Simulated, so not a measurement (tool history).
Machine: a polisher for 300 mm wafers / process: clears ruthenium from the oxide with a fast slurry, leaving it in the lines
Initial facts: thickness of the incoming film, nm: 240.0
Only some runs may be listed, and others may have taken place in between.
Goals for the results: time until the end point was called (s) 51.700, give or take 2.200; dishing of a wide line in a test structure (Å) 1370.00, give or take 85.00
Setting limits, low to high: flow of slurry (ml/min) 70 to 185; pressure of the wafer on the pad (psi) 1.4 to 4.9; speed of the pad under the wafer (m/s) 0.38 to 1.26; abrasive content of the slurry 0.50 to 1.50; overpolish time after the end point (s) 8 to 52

| run | hour | flow of slurry (ml/min) | pressure of the wafer on the pad (psi) | speed of the pad under the wafer (m/s) | abrasive content of the slurry | overpolish time after the end point (s) | time until the end point was called (s) | dishing of a wide line in a test structure (Å) |
|---|---|---|---|---|---|---|---|---|
| 1 | 0.0 | 120 | 3.1 | 0.82 | 1.00 | 26 | 57.864 | 842.84 |
| 2 | 9.0 | 120 | 3.1 | 0.82 | 1.20 | 26 | 52.132 | 885.43 |
| 3 | 16.7 | 120 | 3.1 | 0.82 | 1.15 | 31 | 52.652 | 999.85 |
| 4 | 20.4 | 120 | 2.8 | 0.82 | 1.15 | 31 | 57.330 | 944.23 |
| 5 | 21.3 | 120 | 2.9 | 0.82 | 1.15 | 34 | 55.712 | 1005.80 |
| 6 | 30.1 | 135 | 2.9 | 0.82 | 1.15 | 34 | 54.997 | 1053.30 |
| 7 | 37.9 | 135 | 3.0 | 0.82 | 1.15 | 37 | 52.285 | 1116.60 |
| 8 | 42.1 | 135 | 3.0 | 0.82 | 1.15 | 40 | 54.069 | 1173.70 |
| 9 | 49.7 | 145 | 3.2 | 0.82 | 1.15 | 45 | 49.073 | 1390.50 |

Of the 5 settings listed for the next run, only one would bring every result within its allowed miss of target. Which one?
| A | 57.3 | 165 | 2.2 | 1.10 | 1.50 | 43 | ? | ? |
| B | 57.3 | 150 | 3.6 | 0.78 | 1.15 | 43 | ? | ? |
| C | 57.3 | 130 | 4.0 | 0.72 | 0.95 | 47 | ? | ? |
| D | 57.3 | 165 | 3.0 | 0.84 | 1.35 | 33 | ? | ? |
| E | 57.3 | 130 | 3.1 | 0.74 | 1.35 | 39 | ? | ? |

| move | time until the end point was called (s) | dishing of a wide line in a test structure (Å) |
|---|---|---|
| A | 45.949 | 1430.80 |
| B | 45.802 | 1433.80 |
| C | 50.898 | 1418.50 |
| D | 46.249 | 1188.30 |
| E | 52.347 | 1225.60 |
A: misses by more than the last run did
B: misses by more than the last run did
C: every result lands within tolerance
D: misses by more than the last run did
E: brings the last run's worst result on target, with another outside its allowed miss
So the answer is move C, the one that meets all the targets.
